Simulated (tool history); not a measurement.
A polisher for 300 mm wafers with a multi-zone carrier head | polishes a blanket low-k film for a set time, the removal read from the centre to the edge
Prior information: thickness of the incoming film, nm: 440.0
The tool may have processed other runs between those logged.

| run | hour | flow of slurry (ml/min) | pressure of the head's centre zone | pressure of the head's middle zone | pressure of the head's edge zone | abrasive content of the slurry | polishing time (s) | film removed at the wafer's centre (Å) | film removed at mid-radius (Å) | film removed at the wafer's edge (Å) |
|---|---|---|---|---|---|---|---|---|---|---|
| 1 | 0 | 235 | 1 | 1 | 1 | 1 | 63 | 315.6 | 312.26 | 310.66 |
| 2 | 0.8 | 235 | 1.01 | 1.01 | 1.01 | 1.05 | 63 | 321.44 | 320.16 | 317.84 |
| 3 | 4.6 | 195 | 1.01 | 1.01 | 1.01 | 1.05 | 63 | 320.97 | 314.57 | 316.67 |
| 4 | 11.1 | 165 | 1.01 | 1.01 | 1.01 | 1.05 | 63 | 306.08 | 309.77 | 304.76 |
| 5 | 11.9 | 165 | 1.01 | 1.01 | 0.96 | 1.05 | 63 | 314.84 | 306.48 | 302.37 |
| 6 | 16.5 | 175 | 1.02 | 1.02 | 0.98 | 1.1 | 63 | 311.74 | 317.19 | 308.79 |
| 7 | 19.9 | 175 | 1.02 | 1.02 | 0.98 | 1.1 | 63 | 322.23 | 310.58 | 315.05 |
| 8 | 21 | 185 | 1.02 | 1.04 | 0.98 | 1.1 | 64 | 327.41 | 325.69 | 314.65 |
| 9 | 24.2 | 190 | 1.03 | 1.05 | 0.99 | 1.15 | 64 | 334.73 | 336.7 | 331.01 |
| 10 | 32.1 | 200 | 1.04 | 1.06 | 1 | 1.15 | 64 | 337.35 | 340.79 | 332.58 |
| 11 | 36.4 | 200 | 1.04 | 1.06 | 1 | 1.15 | 64 | 345.9 | 340.21 | 330.48 |
| 12 | 38.7 | 205 | 1.04 | 1.07 | 1.01 | 1.2 | 64 | 353.42 | 347.45 | 328.8 |
| 13 | 42.3 | 200 | 1.03 | 1.06 | 1.01 | 1.25 | 65 | 365.05 | 360.35 | 349.42 |
| 14 | 43.2 | 205 | 1.03 | 1.06 | 1.02 | 1.25 | 65 | 360.91 | 352.53 | 347.82 |
| 15 | 44.4 | 210 | 1.03 | 1.07 | 1.03 | 1.3 | 65 | 362.01 | 364.73 | 357.73 |
| 16 | 52 | 215 | 1.04 | 1.07 | 1.04 | 1.3 | 65 | 379.46 | 362.97 | 358.65 |
| 17 | 60.2 | 215 | 1.04 | 1.07 | 1.04 | 1.3 | 65 | 367.93 | 364.76 | 366.75 |
| 18 | 69.2 | 220 | 1.05 | 1.08 | 1.04 | 1.3 | 65 | 387.35 | 366.74 | 356.36 |
| 19 | 73.5 | 225 | 1.05 | 1.08 | 1.05 | 1.3 | 65 | 388.05 | 369.63 | 356.49 |

Forecast run 20:
| 20 | 77.1 | 230 | 1.05 | 1.08 | 1.05 | 1.3 | 65 | ? | ? | ? |

{"run 20": {"film removed at the wafer's centre (Å)": 375.6, "film removed at mid-radius (Å)": 370.56, "film removed at the wafer's edge (Å)": 355.84}}
